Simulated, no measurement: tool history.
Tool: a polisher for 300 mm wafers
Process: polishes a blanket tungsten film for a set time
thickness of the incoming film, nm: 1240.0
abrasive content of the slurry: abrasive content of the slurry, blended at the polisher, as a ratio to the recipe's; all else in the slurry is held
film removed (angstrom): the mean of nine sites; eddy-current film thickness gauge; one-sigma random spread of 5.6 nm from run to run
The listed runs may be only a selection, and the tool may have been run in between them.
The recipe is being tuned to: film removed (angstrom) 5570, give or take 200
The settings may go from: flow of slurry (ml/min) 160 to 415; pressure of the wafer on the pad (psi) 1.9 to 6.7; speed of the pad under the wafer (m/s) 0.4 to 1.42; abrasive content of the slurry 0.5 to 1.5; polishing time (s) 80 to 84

| run | hour | flow of slurry (ml/min) | pressure of the wafer on the pad (psi) | speed of the pad under the wafer (m/s) | abrasive content of the slurry | polishing time (s) | film removed (angstrom) |
|---|---|---|---|---|---|---|---|
| 1 | 0 | 265 | 4.3 | 0.9 | 1 | 80 | 3678.9 |
| 2 | 1.2 | 225 | 4.3 | 0.9 | 1 | 80 | 3640.8 |
| 3 | 9.9 | 195 | 4.3 | 0.9 | 1 | 80 | 3593.3 |
| 4 | 11.1 | 195 | 4.3 | 0.78 | 1 | 80 | 3084.3 |
| 5 | 16.6 | 195 | 5 | 0.78 | 1 | 80 | 3422.1 |
| 6 | 20.8 | 200 | 5.5 | 0.82 | 1 | 80 | 3850.1 |
| 7 | 23.9 | 205 | 5.8 | 0.86 | 1 | 80 | 4154.5 |
| 8 | 25 | 210 | 6.1 | 0.9 | 1 | 80 | 4554.3 |
| 9 | 29.4 | 215 | 6.3 | 0.92 | 1 | 80 | 4706.1 |
| 10 | 34.7 | 215 | 6.4 | 0.96 | 1 | 80 | 4980.8 |
| 11 | 36 | 215 | 6.5 | 0.98 | 1 | 80 | 5199.3 |
| 12 | 37.8 | 220 | 6.7 | 1 | 1 | 80 | 5343.5 |

4 next moves are on the table. One of them brings every result within its allowed miss. Which?
| A | 39.6 | 245 | 6.7 | 0.92 | 0.8 | 84 | ? |
| B | 39.6 | 165 | 5.8 | 0.96 | 1 | 84 | ? |
| C | 39.6 | 205 | 6.7 | 0.98 | 1 | 84 | ? |
| D | 39.6 | 165 | 6.7 | 0.94 | 0.9 | 84 | ? |

| move | film removed (angstrom) |
|---|---|
| A | 5085.8 |
| B | 4747.6 |
| C | 5502.9 |
| D | 5042.5 |
A: lands further from the targets than the last run did
B: lands further from the targets than the last run did
C: all results in spec
D: lands further from the targets than the last run did
Answer: C
